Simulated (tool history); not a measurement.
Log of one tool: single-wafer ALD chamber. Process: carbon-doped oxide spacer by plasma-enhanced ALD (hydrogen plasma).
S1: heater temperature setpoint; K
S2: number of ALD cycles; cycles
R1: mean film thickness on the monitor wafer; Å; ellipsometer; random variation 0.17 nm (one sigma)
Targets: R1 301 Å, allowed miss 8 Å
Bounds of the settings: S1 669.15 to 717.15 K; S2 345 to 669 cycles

{"run": 1, "hour": 0.0, "S1": 693.15, "S2": 507, "R1": 240.55}
{"run": 2, "hour": 7.8, "S1": 692.15, "S2": 518, "R1": 249.34}
{"run": 3, "hour": 8.8, "S1": 691.15, "S2": 525, "R1": 250.95}
{"run": 4, "hour": 14.5, "S1": 690.15, "S2": 534, "R1": 260.29}
{"run": 5, "hour": 20.5, "S1": 680.15, "S2": 534, "R1": 267.59}
{"run": 6, "hour": 24.8, "S1": 675.15, "S2": 534, "R1": 269.38}
{"run": 7, "hour": 32.0, "S1": 675.15, "S2": 539, "R1": 274.38}
{"run": 8, "hour": 37.0, "S1": 675.15, "S2": 543, "R1": 276.45}
{"run": 9, "hour": 41.8, "S1": 675.15, "S2": 547, "R1": 280.51}
{"run": 10, "hour": 50.6, "S1": 675.15, "S2": 550, "R1": 279.92}
{"run": 11, "hour": 57.8, "S1": 675.15, "S2": 553, "R1": 284.48}

Which of these 5 next moves meets every target?
{"run": "A", "hour": 65.0, "S1": 672.15, "S2": 587, "R1": "?"}
{"run": "B", "hour": 65.0, "S1": 672.15, "S2": 556, "R1": "?"}
{"run": "C", "hour": 65.0, "S1": 669.15, "S2": 519, "R1": "?"}
{"run": "D", "hour": 65.0, "S1": 676.15, "S2": 551, "R1": "?"}
{"run": "E", "hour": 65.0, "S1": 669.15, "S2": 622, "R1": "?"}

move=A R1=300.7
move=B R1=284.82
move=C R1=265.86
move=D R1=281.73
move=E R1=318.63
A: meets every target
B: as far off as the last run
C: further off than the last run
D: further off than the last run
E: takes the result that was furthest off past its target
Answer: A
